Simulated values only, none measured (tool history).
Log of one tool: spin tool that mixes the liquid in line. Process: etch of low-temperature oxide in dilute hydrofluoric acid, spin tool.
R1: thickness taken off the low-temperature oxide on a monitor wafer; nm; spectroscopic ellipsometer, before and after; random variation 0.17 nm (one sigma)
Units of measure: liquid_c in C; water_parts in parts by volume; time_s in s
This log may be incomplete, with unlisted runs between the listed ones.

Run 1, hour 0.0: liquid_c 21.0 C, water_parts 60 parts by volume, time_s 60 s. Result: R1 17.992 nm.
Run 2, hour 5.4: liquid_c 22.5 C, water_parts 55 parts by volume, time_s 60 s. Result: R1 20.843 nm.
Run 3, hour 10.9: liquid_c 23.5 C, water_parts 50 parts by volume, time_s 60 s. Result: R1 24.199 nm.
Run 4, hour 17.2: liquid_c 23.5 C, water_parts 35 parts by volume, time_s 60 s. Result: R1 35.510 nm.
Run 5, hour 25.3: liquid_c 24.0 C, water_parts 35 parts by volume, time_s 60 s. Result: R1 36.084 nm.
Run 6, hour 31.6: liquid_c 24.0 C, water_parts 35 parts by volume, time_s 60 s. Result: R1 35.839 nm.

What will run 7 give?
Run 7, hour 38.1: liquid_c 24.5 C, water_parts 35 parts by volume, time_s 60 s. Result: R1 ?.

Run 7 gave R1 36.631 nm.
